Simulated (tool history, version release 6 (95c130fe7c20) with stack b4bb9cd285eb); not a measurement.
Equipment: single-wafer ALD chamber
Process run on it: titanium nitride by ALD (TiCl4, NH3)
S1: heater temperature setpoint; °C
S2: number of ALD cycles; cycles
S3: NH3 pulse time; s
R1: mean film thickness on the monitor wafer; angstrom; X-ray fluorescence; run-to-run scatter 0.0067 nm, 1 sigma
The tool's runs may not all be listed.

| run | hour | S1 | S2 | S3 | R1 |
|---|---|---|---|---|---|
| 1 | 0.0 | 395 | 94 | 1.96 | 18.835 |
| 2 | 2.9 | 393 | 93 | 1.81 | 18.562 |
| 3 | 5.4 | 393 | 93 | 1.28 | 18.050 |
| 4 | 13.4 | 402 | 93 | 1.28 | 18.542 |
| 5 | 17.0 | 402 | 94 | 1.28 | 18.642 |
| 6 | 20.0 | 401 | 93 | 1.25 | 18.443 |
| 7 | 21.8 | 389 | 90 | 0.71 | 16.720 |
| 8 | 24.0 | 390 | 90 | 0.71 | 16.765 |
| 9 | 31.6 | 391 | 90 | 0.71 | 16.725 |
| 10 | 36.1 | 392 | 90 | 0.71 | 16.820 |

Run 11 is up next; what results do you expect?
| 11 | 44.5 | 392 | 90 | 0.71 | ? |

Logged for run 11: R1 16.909 angstrom.
